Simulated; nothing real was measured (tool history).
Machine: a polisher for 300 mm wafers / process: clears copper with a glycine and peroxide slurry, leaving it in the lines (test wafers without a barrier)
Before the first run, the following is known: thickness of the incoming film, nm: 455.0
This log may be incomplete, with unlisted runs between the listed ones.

run,hour,flow of slurry (ml/min),pressure of the wafer on the pad (psi),speed of the pad under the wafer (cm/s),overpolish time after the end point (s),time until the end point was called (s),dishing of a wide line in a test structure (Å)
1,0.0,165,2.5,108,14,96.657,418.41
2,6.2,165,2.5,128,14,82.097,453.86
3,14.5,165,2.6,128,14,79.925,475.05
4,20.3,165,2.6,128,16,80.295,521.20
5,23.8,165,2.6,128,11,80.898,393.98
6,27.2,165,2.7,128,12,76.722,426.38

Run 7 comes next. What will it give?
7,32.8,165,2.8,128,13,?,?

{"run 7": {"time until the end point was called (s)": 77.49, "dishing of a wide line in a test structure (Å)": 473.81}}
